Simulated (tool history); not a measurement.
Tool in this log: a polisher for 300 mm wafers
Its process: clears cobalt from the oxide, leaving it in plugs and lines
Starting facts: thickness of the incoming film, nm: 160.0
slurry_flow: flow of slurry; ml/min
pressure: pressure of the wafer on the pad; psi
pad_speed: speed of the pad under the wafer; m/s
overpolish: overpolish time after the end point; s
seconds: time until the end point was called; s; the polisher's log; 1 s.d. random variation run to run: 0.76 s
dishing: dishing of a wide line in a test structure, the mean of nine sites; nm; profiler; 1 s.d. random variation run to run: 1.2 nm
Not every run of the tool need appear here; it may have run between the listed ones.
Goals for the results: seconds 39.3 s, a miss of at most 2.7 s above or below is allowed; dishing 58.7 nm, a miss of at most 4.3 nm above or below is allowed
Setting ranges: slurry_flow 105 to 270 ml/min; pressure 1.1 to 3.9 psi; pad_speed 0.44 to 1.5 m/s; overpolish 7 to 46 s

run,hour,slurry_flow,pressure,pad_speed,overpolish,seconds,dishing
1,0,175,2.5,0.96,24,21.345,59.495
2,1.2,175,2.2,0.96,24,24.54,56.853
3,6.2,175,2.1,0.96,26,25.321,58.994
4,10,175,2,0.96,27,26.542,58.481
5,18.6,175,2.6,0.96,27,20.397,61.691
6,22.8,175,2.6,0.96,19,20.951,56.851
7,27,175,2.4,0.94,21,22.833,55.697
8,31,175,2.2,0.94,23,24.309,57.103
9,38.8,175,2.1,0.92,25,25.822,55.493
10,39.4,170,2,0.92,28,27.69,59.183
11,42.3,170,1.9,0.92,29,30.125,57.696

Which one of the following 4 next-run settings gets every result inside its allowed miss? There is exactly one.
A,45.2,180,1.7,0.92,35,?,?
B,45.2,165,1.5,0.88,28,?,?
C,45.2,145,1.5,0.88,39,?,?
D,45.2,170,1.2,0.84,43,?,?

move,seconds,dishing
A,32.388,58.813
B,38.663,52.324
C,39.63,57.679
D,49.681,55.895
A: an improvement on the last run, though not all results are within tolerance
B: the furthest-off result lands on target, but another misses its tolerance
C: hits every target within its allowed miss
D: the result that was furthest off in the last run now lies on the other side of its target
Correct choice: C, which meets every target
